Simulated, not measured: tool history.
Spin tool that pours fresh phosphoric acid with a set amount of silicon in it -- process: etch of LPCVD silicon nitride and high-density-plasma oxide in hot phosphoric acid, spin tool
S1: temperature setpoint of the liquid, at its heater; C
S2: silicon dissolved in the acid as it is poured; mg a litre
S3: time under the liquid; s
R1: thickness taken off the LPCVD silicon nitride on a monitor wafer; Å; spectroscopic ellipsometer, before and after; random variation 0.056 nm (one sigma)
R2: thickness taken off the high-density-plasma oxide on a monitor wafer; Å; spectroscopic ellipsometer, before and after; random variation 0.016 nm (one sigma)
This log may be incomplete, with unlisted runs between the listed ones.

Run 1, hour 0: S1 159 C, S2 8.5 mg a litre, S3 180 s. Result: R1 155.87 Å, R2 3.936 Å.
Run 2, hour 5.6: S1 157.5 C, S2 8.5 mg a litre, S3 180 s. Result: R1 148.89 Å, R2 4.0868 Å.
Run 3, hour 11: S1 158.5 C, S2 8.5 mg a litre, S3 180 s. Result: R1 150.5 Å, R2 3.0958 Å.
Run 4, hour 12.8: S1 158 C, S2 8.5 mg a litre, S3 180 s. Result: R1 153.48 Å, R2 3.8372 Å.
Run 5, hour 20: S1 157.5 C, S2 8 mg a litre, S3 135 s. Result: R1 110.36 Å, R2 2.4797 Å.
Run 6, hour 26.6: S1 157.5 C, S2 10.5 mg a litre, S3 135 s. Result: R1 110.24 Å, R2 3.0032 Å.
Run 7, hour 31.3: S1 157.5 C, S2 11 mg a litre, S3 110 s. Result: R1 90.493 Å, R2 2.2177 Å.
Run 8, hour 38.3: S1 157 C, S2 13 mg a litre, S3 100 s. Result: R1 79.928 Å, R2 1.8151 Å.
Run 9, hour 44.6: S1 158.5 C, S2 9.5 mg a litre, S3 50 s. Result: R1 42.225 Å, R2 1.0972 Å.
Run 10, hour 48.3: S1 158 C, S2 12 mg a litre, S3 60 s. Result: R1 49.366 Å, R2 1.2257 Å.
Run 11, hour 53.8: S1 157.5 C, S2 10 mg a litre, S3 70 s. Result: R1 56.969 Å, R2 1.3051 Å.
Run 12, hour 56.4: S1 157.5 C, S2 13 mg a litre, S3 75 s. Result: R1 61.672 Å, R2 1.183 Å.
Run 13, hour 64.1: S1 157 C, S2 11 mg a litre, S3 80 s. Result: R1 64.425 Å, R2 1.3941 Å.
Run 14, hour 70: S1 158.5 C, S2 5.5 mg a litre, S3 75 s. Result: R1 62.428 Å, R2 1.4161 Å.
Run 15, hour 74.2: S1 161 C, S2 0.5 mg a litre, S3 85 s. Result: R1 77.442 Å, R2 2.192 Å.
Run 16, hour 76.9: S1 161 C, S2 3 mg a litre, S3 80 s. Result: R1 73.715 Å, R2 2.1739 Å.

The next listed run, before its measurement:
Run 17, hour 82.1: S1 161 C, S2 4.5 mg a litre, S3 80 s. Result: R1 ?, R2 ?.

R1: 72.945 Å
R2: 1.833 Å

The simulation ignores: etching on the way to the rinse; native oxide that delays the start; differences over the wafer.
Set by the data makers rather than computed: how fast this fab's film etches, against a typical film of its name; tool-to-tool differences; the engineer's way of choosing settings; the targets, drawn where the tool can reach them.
